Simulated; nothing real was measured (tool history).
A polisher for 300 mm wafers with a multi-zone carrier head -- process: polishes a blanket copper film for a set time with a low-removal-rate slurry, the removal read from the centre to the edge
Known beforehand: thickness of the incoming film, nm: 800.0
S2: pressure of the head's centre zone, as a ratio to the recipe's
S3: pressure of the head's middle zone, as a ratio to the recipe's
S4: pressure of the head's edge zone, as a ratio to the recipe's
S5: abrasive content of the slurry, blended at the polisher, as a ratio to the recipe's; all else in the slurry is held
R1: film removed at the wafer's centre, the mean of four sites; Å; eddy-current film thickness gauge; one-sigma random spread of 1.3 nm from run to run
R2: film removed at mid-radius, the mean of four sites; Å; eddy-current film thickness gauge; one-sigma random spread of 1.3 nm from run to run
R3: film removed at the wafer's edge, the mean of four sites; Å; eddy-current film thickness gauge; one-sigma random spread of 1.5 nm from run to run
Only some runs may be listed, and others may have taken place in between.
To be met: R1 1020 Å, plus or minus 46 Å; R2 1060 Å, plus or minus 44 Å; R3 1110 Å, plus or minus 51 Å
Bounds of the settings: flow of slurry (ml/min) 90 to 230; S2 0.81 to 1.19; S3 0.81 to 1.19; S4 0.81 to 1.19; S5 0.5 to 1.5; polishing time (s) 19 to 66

{"run": 1, "hour": 0.0, "flow of slurry (ml/min)": 150, "S2": 1, "S3": 1, "S4": 1, "S5": 1, "polishing time (s)": 42, "R1": 832.98, "R2": 866.85, "R3": 873.34}
{"run": 2, "hour": 0.9, "flow of slurry (ml/min)": 150, "S2": 1, "S3": 1, "S4": 1.01, "S5": 1.05, "polishing time (s)": 42, "R1": 870.69, "R2": 844.44, "R3": 888.96}
{"run": 3, "hour": 4.2, "flow of slurry (ml/min)": 150, "S2": 0.99, "S3": 1.01, "S4": 1.02, "S5": 1.05, "polishing time (s)": 42, "R1": 832.71, "R2": 857.5, "R3": 888.45}
{"run": 4, "hour": 8.6, "flow of slurry (ml/min)": 150, "S2": 0.99, "S3": 1.08, "S4": 1.02, "S5": 1.05, "polishing time (s)": 42, "R1": 855.24, "R2": 923.83, "R3": 908.29}
{"run": 5, "hour": 13.7, "flow of slurry (ml/min)": 155, "S2": 0.99, "S3": 1.09, "S4": 1.03, "S5": 1.1, "polishing time (s)": 42, "R1": 839.55, "R2": 926.7, "R3": 920.57}
{"run": 6, "hour": 21.8, "flow of slurry (ml/min)": 155, "S2": 1, "S3": 1.1, "S4": 1.04, "S5": 1.15, "polishing time (s)": 42, "R1": 878.11, "R2": 956.57, "R3": 942.27}
{"run": 7, "hour": 30.5, "flow of slurry (ml/min)": 155, "S2": 1, "S3": 1.1, "S4": 1.04, "S5": 1.15, "polishing time (s)": 42, "R1": 888.11, "R2": 952.03, "R3": 923.09}
{"run": 8, "hour": 36.7, "flow of slurry (ml/min)": 155, "S2": 1, "S3": 1.1, "S4": 1.05, "S5": 1.15, "polishing time (s)": 42, "R1": 859.14, "R2": 932.56, "R3": 938.58}
{"run": 9, "hour": 41.6, "flow of slurry (ml/min)": 155, "S2": 1.01, "S3": 1.11, "S4": 1.06, "S5": 1.2, "polishing time (s)": 42, "R1": 906.89, "R2": 960.8, "R3": 966.33}
{"run": 10, "hour": 44.7, "flow of slurry (ml/min)": 155, "S2": 1.01, "S3": 1.12, "S4": 1.07, "S5": 1.2, "polishing time (s)": 42, "R1": 890.68, "R2": 973.95, "R3": 954.96}
{"run": 11, "hour": 52.7, "flow of slurry (ml/min)": 155, "S2": 1.01, "S3": 1.12, "S4": 1.08, "S5": 1.25, "polishing time (s)": 42, "R1": 924.66, "R2": 979.38, "R3": 984.22}
{"run": 12, "hour": 54.8, "flow of slurry (ml/min)": 155, "S2": 1.01, "S3": 1.12, "S4": 1.09, "S5": 1.25, "polishing time (s)": 42, "R1": 888.33, "R2": 966.91, "R3": 989.84}
{"run": 13, "hour": 58.2, "flow of slurry (ml/min)": 170, "S2": 1.04, "S3": 1.14, "S4": 1.12, "S5": 1.35, "polishing time (s)": 43, "R1": 993.58, "R2": 1037.4, "R3": 1049.1}
{"run": 14, "hour": 59.8, "flow of slurry (ml/min)": 170, "S2": 1.04, "S3": 1.14, "S4": 1.12, "S5": 1.35, "polishing time (s)": 43, "R1": 977.49, "R2": 1036.2, "R3": 1052.5}

Pick the move, out of 4, that brings all results within their allowed miss; only one does.
{"run": "A", "hour": 61.4, "flow of slurry (ml/min)": 230, "S2": 1.1, "S3": 1.19, "S4": 0.94, "S5": 1.3, "polishing time (s)": 43, "R1": "?", "R2": "?", "R3": "?"}
{"run": "B", "hour": 61.4, "flow of slurry (ml/min)": 195, "S2": 0.9, "S3": 0.98, "S4": 1.19, "S5": 1.5, "polishing time (s)": 44, "R1": "?", "R2": "?", "R3": "?"}
{"run": "C", "hour": 61.4, "flow of slurry (ml/min)": 125, "S2": 0.95, "S3": 1.05, "S4": 1.19, "S5": 1.3, "polishing time (s)": 48, "R1": "?", "R2": "?", "R3": "?"}
{"run": "D", "hour": 61.4, "flow of slurry (ml/min)": 190, "S2": 1.01, "S3": 1.08, "S4": 1.13, "S5": 1.4, "polishing time (s)": 44, "R1": "?", "R2": "?", "R3": "?"}

move=A R1=1098.3 R2=1123 R3=993.95
move=B R1=948.1 R2=1035.4 R3=1165
move=C R1=947.23 R2=1038.1 R3=1150.5
move=D R1=1027.8 R2=1073 R3=1111.2
A: its largest miss is bigger than the last run's
B: takes the biggest miss from the last run beyond its target
C: gets the furthest-off result to its target, but another result is out of tolerance
D: every result within its allowed miss
Answer: D
